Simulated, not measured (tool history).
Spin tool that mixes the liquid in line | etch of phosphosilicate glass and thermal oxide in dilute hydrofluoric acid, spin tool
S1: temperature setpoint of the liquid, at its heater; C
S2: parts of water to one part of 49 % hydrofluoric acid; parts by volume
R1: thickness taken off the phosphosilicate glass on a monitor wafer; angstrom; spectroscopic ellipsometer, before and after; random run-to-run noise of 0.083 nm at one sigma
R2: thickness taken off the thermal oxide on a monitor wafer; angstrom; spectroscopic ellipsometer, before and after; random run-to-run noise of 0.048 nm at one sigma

run 1 hour=0.0 | S1=22.0 S2=145 time_under_the_liquid_(s)=30 | R1=108.11 R2=9.0541
run 2 hour=2.7 | S1=23.5 S2=145 time_under_the_liquid_(s)=30 | R1=114.95 R2=8.5908
run 3 hour=11.7 | S1=23.5 S2=135 time_under_the_liquid_(s)=30 | R1=124.76 R2=10.1390
run 4 hour=19.8 | S1=24.5 S2=135 time_under_the_liquid_(s)=30 | R1=128.99 R2=10.5670
run 5 hour=25.1 | S1=26.0 S2=135 time_under_the_liquid_(s)=30 | R1=138.18 R2=11.6760
run 6 hour=31.0 | S1=26.0 S2=160 time_under_the_liquid_(s)=30 | R1=112.62 R2=8.3513

Forecast run 7:
run 7 hour=34.3 | S1=27.0 S2=155 time_under_the_liquid_(s)=30 | R1=? R2=?

{"run 7": {"R1": 120.95, "R2": 9.61}}
